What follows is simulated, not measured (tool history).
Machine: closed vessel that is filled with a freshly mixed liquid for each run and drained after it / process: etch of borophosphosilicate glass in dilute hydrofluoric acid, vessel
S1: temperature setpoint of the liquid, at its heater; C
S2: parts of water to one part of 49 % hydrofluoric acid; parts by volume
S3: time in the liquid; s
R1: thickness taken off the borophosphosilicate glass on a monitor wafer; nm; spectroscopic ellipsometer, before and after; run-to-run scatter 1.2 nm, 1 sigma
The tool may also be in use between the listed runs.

run,hour,S1,S2,S3,R1
1,0,23,215,155,38.582
2,9.2,23,290,155,26.383
3,10.8,24.5,240,155,35.71
4,11.9,26,200,155,47.431
5,16.5,23,200,155,42.299
6,18.2,20,200,155,37.745
7,21.9,22,170,155,48.588
8,29.5,24,145,155,64.832
9,34.6,25.5,125,155,80.735
10,38.9,25.5,125,155,81.02
11,42.7,26.5,110,155,97.707
12,48.5,27.5,100,155,112.19

Estimate the outcome of run 13 from the log above:
13,51.2,31,45,155,?

{"run 13": {"R1": 308.39}}
